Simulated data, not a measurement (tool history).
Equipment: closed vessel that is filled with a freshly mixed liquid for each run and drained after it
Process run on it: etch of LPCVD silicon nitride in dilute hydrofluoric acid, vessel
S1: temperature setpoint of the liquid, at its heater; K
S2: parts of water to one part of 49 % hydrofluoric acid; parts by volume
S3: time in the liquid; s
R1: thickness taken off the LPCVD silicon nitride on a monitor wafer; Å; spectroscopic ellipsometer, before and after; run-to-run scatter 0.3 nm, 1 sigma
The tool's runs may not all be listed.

run	day	S1	S2	S3	R1
1	0.000	294.15	90	2805	143.17
2	0.254	296.15	85	2810	174.03
3	0.421	296.15	85	3010	189.99
4	0.700	296.15	85	2805	171.76
5	0.975	297.65	80	2810	205.84
6	1.333	298.65	75	2810	230.23
7	1.625	299.65	70	2810	262.06
8	1.658	302.15	60	2815	366.72

Run 9 is up next; what results do you expect?
9	1.683	301.65	60	2815	?

R1: 346.21 Å

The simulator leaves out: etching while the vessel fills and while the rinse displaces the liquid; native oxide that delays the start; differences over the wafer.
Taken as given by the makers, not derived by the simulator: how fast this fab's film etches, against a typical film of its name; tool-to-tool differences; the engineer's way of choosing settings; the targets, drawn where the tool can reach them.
